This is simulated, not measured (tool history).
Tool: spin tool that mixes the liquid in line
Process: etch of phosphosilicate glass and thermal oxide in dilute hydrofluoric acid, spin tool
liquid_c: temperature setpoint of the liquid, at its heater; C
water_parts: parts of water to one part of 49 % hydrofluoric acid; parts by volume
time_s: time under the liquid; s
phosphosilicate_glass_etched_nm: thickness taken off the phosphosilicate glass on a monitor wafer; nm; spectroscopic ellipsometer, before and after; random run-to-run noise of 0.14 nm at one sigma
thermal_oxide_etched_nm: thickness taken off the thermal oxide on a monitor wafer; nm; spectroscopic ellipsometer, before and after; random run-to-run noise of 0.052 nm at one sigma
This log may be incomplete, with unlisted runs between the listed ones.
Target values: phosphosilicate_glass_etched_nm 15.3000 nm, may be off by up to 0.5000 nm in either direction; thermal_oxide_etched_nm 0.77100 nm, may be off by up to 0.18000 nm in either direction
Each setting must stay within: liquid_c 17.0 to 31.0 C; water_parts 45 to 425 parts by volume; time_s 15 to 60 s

| run | day | liquid_c | water_parts | time_s | phosphosilicate_glass_etched_nm | thermal_oxide_etched_nm |
|---|---|---|---|---|---|---|
| 1 | 0.000 | 23.0 | 235 | 30 | 9.4811 | 0.45058 |
| 2 | 0.304 | 25.0 | 225 | 30 | 10.6730 | 0.53533 |
| 3 | 0.333 | 26.5 | 225 | 30 | 11.2230 | 0.56379 |
| 4 | 0.654 | 27.5 | 215 | 30 | 12.2640 | 0.59758 |
| 5 | 0.904 | 27.5 | 150 | 30 | 19.3310 | 1.03880 |
| 6 | 1.000 | 25.5 | 150 | 30 | 17.8480 | 0.94971 |
| 7 | 1.117 | 24.5 | 150 | 30 | 16.5630 | 0.81040 |
| 8 | 1.346 | 24.0 | 150 | 30 | 16.5480 | 0.85477 |
| 9 | 1.700 | 23.5 | 150 | 30 | 16.2800 | 0.77741 |
| 10 | 2.004 | 23.5 | 150 | 30 | 16.4440 | 0.68187 |
| 11 | 2.146 | 24.0 | 155 | 30 | 16.0590 | 0.70476 |

Next run, 5 choices. One meets every target within its allowed miss, the rest don't. Which?
| A | 2.288 | 21.0 | 175 | 35 | ? | ? |
| B | 2.288 | 28.0 | 195 | 30 | ? | ? |
| C | 2.288 | 28.5 | 200 | 30 | ? | ? |
| D | 2.288 | 25.0 | 175 | 30 | ? | ? |
| E | 2.288 | 23.5 | 160 | 30 | ? | ? |

| move | phosphosilicate_glass_etched_nm | thermal_oxide_etched_nm |
|---|---|---|
| A | 14.5370 | 0.80186 |
| B | 14.2970 | 0.78866 |
| C | 14.1160 | 0.77863 |
| D | 14.5610 | 0.80320 |
| E | 15.2710 | 0.84237 |
A: takes the result that was furthest off past its target
B: takes the result that was furthest off past its target
C: takes the result that was furthest off past its target
D: takes the result that was furthest off past its target
E: hits every target within its allowed miss
E meets every target.
